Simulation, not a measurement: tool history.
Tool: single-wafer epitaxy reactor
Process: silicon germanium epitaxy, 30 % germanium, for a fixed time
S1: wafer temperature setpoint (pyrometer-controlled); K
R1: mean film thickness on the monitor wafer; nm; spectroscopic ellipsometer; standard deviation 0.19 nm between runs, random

run 1 hour=0.0 | S1=858.15 chamber_pressure_(Pa)=2106 | R1=41.337
run 2 hour=8.1 | S1=849.15 chamber_pressure_(Pa)=2106 | R1=33.996
run 3 hour=12.0 | S1=849.15 chamber_pressure_(Pa)=2400 | R1=36.651
run 4 hour=17.5 | S1=845.15 chamber_pressure_(Pa)=2400 | R1=33.509
run 5 hour=21.0 | S1=849.15 chamber_pressure_(Pa)=2413 | R1=36.618
run 6 hour=28.9 | S1=849.15 chamber_pressure_(Pa)=2266 | R1=35.362
run 7 hour=35.4 | S1=861.15 chamber_pressure_(Pa)=2653 | R1=50.137
run 8 hour=38.0 | S1=863.15 chamber_pressure_(Pa)=2653 | R1=52.300

Expected results for the next run?
run 9 hour=40.7 | S1=865.15 chamber_pressure_(Pa)=2653 | R1=?

{"run 9": {"R1": 54.553}}

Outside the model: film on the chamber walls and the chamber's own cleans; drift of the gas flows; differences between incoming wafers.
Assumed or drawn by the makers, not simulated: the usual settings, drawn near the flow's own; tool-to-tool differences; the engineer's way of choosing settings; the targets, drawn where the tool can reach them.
